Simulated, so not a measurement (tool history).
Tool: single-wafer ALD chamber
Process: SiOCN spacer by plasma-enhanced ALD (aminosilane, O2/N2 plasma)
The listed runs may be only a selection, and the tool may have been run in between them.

run,day,heater temperature setpoint (deg C),number of ALD cycles (cycles),mean film thickness on the monitor wafer (nm)
1,0.000,420,54,2.8595
2,0.158,412,54,2.9396
3,0.300,405,54,2.9995
4,0.508,401,54,2.9998
5,0.854,404,53,2.9447
6,0.992,408,52,2.8566
7,1.225,411,52,2.8343
8,1.475,414,52,2.8116
9,1.725,417,52,2.7902
# day 1.838: thermocouple changed; heater temperature recalibrated
10,1.838,419,52,2.7278
11,2.025,420,52,2.7206
12,2.217,421,52,2.7088

Forecast run 13:
13,2.338,422,52,?

{"run 13": {"mean film thickness on the monitor wafer (nm)": 2.6877}}
